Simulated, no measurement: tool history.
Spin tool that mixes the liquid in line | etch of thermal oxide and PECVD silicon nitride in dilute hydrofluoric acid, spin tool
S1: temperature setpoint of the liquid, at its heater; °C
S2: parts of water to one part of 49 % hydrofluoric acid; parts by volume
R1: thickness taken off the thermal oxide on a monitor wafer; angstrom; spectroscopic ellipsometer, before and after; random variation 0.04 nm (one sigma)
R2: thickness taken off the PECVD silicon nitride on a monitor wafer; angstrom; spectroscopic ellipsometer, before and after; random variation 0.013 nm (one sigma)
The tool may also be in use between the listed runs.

Run 1, day 0.000: S1 22.0 °C, S2 65 parts by volume, time under the liquid (s) 180. Result: R1 144.850 angstrom, R2 44.752 angstrom.
Run 2, day 0.179: S1 22.0 °C, S2 65 parts by volume, time under the liquid (s) 235. Result: R1 191.100 angstrom, R2 58.051 angstrom.
Run 3, day 0.204: S1 18.5 °C, S2 65 parts by volume, time under the liquid (s) 235. Result: R1 165.840 angstrom, R2 45.626 angstrom.
Run 4, day 0.229: S1 19.0 °C, S2 80 parts by volume, time under the liquid (s) 205. Result: R1 115.870 angstrom, R2 33.812 angstrom.
Run 5, day 0.258: S1 19.0 °C, S2 90 parts by volume, time under the liquid (s) 205. Result: R1 102.780 angstrom, R2 30.288 angstrom.
Run 6, day 0.542: S1 19.0 °C, S2 95 parts by volume, time under the liquid (s) 180. Result: R1 84.820 angstrom, R2 24.949 angstrom.
Run 7, day 0.812: S1 21.0 °C, S2 115 parts by volume, time under the liquid (s) 90. Result: R1 37.124 angstrom, R2 11.917 angstrom.

Forecast run 8:
Run 8, day 0.921: S1 21.0 °C, S2 110 parts by volume, time under the liquid (s) 90. Result: R1 ?, R2 ?.

R1: 39.518 angstrom
R2: 12.452 angstrom
